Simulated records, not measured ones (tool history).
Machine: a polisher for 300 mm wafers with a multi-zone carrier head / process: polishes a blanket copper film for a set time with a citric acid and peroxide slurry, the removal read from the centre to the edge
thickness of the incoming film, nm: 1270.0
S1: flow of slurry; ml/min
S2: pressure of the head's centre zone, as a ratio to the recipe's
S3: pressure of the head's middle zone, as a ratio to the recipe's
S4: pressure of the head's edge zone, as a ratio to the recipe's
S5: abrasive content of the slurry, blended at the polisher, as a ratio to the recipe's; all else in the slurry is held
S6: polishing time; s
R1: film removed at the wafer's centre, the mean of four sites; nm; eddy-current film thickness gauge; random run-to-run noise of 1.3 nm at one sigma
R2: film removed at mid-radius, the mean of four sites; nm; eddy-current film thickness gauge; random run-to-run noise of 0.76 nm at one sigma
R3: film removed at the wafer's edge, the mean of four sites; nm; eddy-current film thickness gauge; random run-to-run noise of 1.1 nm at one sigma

{"run": 1, "day": 0.0, "S1": 255, "S2": 1.0, "S3": 1.0, "S4": 1.0, "S5": 1.0, "S6": 41, "R1": 62.403, "R2": 62.563, "R3": 60.979}
{"run": 2, "day": 0.242, "S1": 255, "S2": 0.94, "S3": 1.0, "S4": 1.0, "S5": 1.0, "S6": 41, "R1": 57.484, "R2": 62.504, "R3": 61.34}
{"run": 3, "day": 0.554, "S1": 255, "S2": 0.97, "S3": 0.99, "S4": 1.02, "S5": 1.1, "S6": 42, "R1": 65.056, "R2": 65.46, "R3": 65.932}
{"run": 4, "day": 0.838, "S1": 255, "S2": 0.97, "S3": 0.99, "S4": 1.11, "S5": 1.1, "S6": 42, "R1": 62.08, "R2": 65.072, "R3": 67.783}
{"run": 5, "day": 1.038, "S1": 255, "S2": 0.97, "S3": 0.99, "S4": 1.11, "S5": 0.9, "S6": 42, "R1": 59.42, "R2": 62.513, "R3": 64.344}
{"run": 6, "day": 1.242, "S1": 255, "S2": 0.97, "S3": 0.99, "S4": 1.15, "S5": 0.9, "S6": 42, "R1": 61.416, "R2": 62.368, "R3": 67.727}
{"run": 7, "day": 1.442, "S1": 260, "S2": 1.0, "S3": 0.99, "S4": 1.16, "S5": 1.0, "S6": 43, "R1": 66.255, "R2": 64.178, "R3": 70.312}
{"run": 8, "day": 1.671, "S1": 265, "S2": 1.02, "S3": 1.0, "S4": 1.16, "S5": 1.05, "S6": 44, "R1": 69.609, "R2": 67.509, "R3": 72.695}
{"run": 9, "day": 1.938, "S1": 270, "S2": 1.04, "S3": 1.0, "S4": 1.16, "S5": 1.1, "S6": 45, "R1": 73.875, "R2": 70.8, "R3": 73.666}
{"run": 10, "day": 2.104, "S1": 270, "S2": 1.05, "S3": 0.98, "S4": 1.16, "S5": 1.15, "S6": 46, "R1": 75.888, "R2": 71.294, "R3": 76.183}
{"run": 11, "day": 2.338, "S1": 270, "S2": 1.07, "S3": 0.97, "S4": 1.16, "S5": 1.2, "S6": 47, "R1": 79.306, "R2": 74.262, "R3": 78.823}
{"run": 12, "day": 2.683, "S1": 275, "S2": 1.09, "S3": 0.96, "S4": 1.17, "S5": 1.25, "S6": 47, "R1": 81.199, "R2": 73.347, "R3": 80.898}
{"run": 13, "day": 2.967, "S1": 275, "S2": 1.09, "S3": 0.96, "S4": 1.17, "S5": 1.25, "S6": 47, "R1": 80.92, "R2": 72.924, "R3": 78.784}

Estimate the outcome of run 14 from the log above:
{"run": 14, "day": 3.033, "S1": 275, "S2": 1.11, "S3": 0.95, "S4": 1.17, "S5": 1.3, "S6": 48, "R1": "?", "R2": "?", "R3": "?"}

{"run 14": {"R1": 86.609, "R2": 75.112, "R3": 84.882}}

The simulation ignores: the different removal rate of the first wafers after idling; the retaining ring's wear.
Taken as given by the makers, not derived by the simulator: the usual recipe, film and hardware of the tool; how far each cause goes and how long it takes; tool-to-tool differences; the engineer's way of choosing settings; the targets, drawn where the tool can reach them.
